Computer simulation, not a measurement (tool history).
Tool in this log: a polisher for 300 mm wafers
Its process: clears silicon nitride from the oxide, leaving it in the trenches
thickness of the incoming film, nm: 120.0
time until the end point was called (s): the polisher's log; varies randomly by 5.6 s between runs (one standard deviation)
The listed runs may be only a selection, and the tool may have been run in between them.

run  hour  flow of slurry (ml/min)  pressure of the wafer on the pad (kPa)  speed of the pad under the wafer (cm/s)  overpolish time after the end point (s)  time until the end point was called (s)
  1     0                      185                                    21.4                                       92                                       22                                   130.11
  2   3.5                      185                                    18.6                                       86                                       22                                   164.81
  3  11.8                      185                                    20.7                                       86                                       22                                    142.7
  4  18.8                      185                                    20.7                                       86                                       22                                   146.25
  5  23.5                      185                                    20.7                                       72                                       22                                   170.69
  6  28.2                      185                                    20.7                                       72                                       24                                   169.56
  7  29.6                      185                                    18.6                                       70                                       24                                   201.68
  8  30.7                      185                                    17.2                                       70                                       24                                    205.8
  9  38.7                      185                                    15.2                                       68                                       24                                   247.04
 10  40.2                      185                                    14.5                                       68                                       24                                   252.91
 11    42                      185                                      11                                       66                                       24                                   344.73

Expected results for the next run?
 12  49.7                      185                                    11.7                                       66                                       24                                        ?

time until the end point was called (s): 322.28
